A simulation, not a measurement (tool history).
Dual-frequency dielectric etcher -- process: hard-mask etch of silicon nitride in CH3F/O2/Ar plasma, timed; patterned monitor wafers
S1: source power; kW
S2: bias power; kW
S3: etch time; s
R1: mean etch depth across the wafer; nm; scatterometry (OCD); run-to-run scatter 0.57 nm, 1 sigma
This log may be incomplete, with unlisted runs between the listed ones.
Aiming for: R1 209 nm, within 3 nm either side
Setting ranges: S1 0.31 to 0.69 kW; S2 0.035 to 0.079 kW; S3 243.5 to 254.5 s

run 1 hour=0 | S1=0.5 S2=0.057 S3=243.5 | R1=178.82
run 2 hour=8 | S1=0.52 S2=0.057 S3=243.5 | R1=182.32
run 3 hour=14.5 | S1=0.54 S2=0.057 S3=243.5 | R1=185.55
run 4 hour=19.8 | S1=0.48 S2=0.057 S3=243.5 | R1=175.44
run 5 hour=21 | S1=0.5 S2=0.057 S3=243.5 | R1=179.96
run 6 hour=25 | S1=0.5 S2=0.057 S3=243.5 | R1=179.32
run 7 hour=28.1 | S1=0.52 S2=0.057 S3=243.5 | R1=181.51
run 8 hour=34.8 | S1=0.54 S2=0.057 S3=243.5 | R1=185.11
run 9 hour=38.2 | S1=0.56 S2=0.057 S3=243.5 | R1=188.88
run 10 hour=40 | S1=0.56 S2=0.057 S3=243.5 | R1=187.97
run 11 hour=41.1 | S1=0.57 S2=0.057 S3=243.5 | R1=189.87
run 12 hour=46.2 | S1=0.58 S2=0.057 S3=243.5 | R1=191.36

Exercise: of the 4 proposed moves below, exactly one satisfies all targets within the stated allowed misses. Which move is it?
run A hour=51.3 | S1=0.63 S2=0.051 S3=252 | R1=?
run B hour=51.3 | S1=0.69 S2=0.042 S3=252 | R1=?
run C hour=51.3 | S1=0.63 S2=0.059 S3=253 | R1=?
run D hour=51.3 | S1=0.68 S2=0.072 S3=245.5 | R1=?

move=A R1=200.48
move=B R1=200.5
move=C R1=207.97
move=D R1=218.86
A: moves toward the targets from the last run without getting all of them in spec
B: moves toward the targets from the last run without getting all of them in spec
C: every result lands within tolerance
D: moves the result that the last run missed by most past its target, out the other side
Go with C: it meets all targets.

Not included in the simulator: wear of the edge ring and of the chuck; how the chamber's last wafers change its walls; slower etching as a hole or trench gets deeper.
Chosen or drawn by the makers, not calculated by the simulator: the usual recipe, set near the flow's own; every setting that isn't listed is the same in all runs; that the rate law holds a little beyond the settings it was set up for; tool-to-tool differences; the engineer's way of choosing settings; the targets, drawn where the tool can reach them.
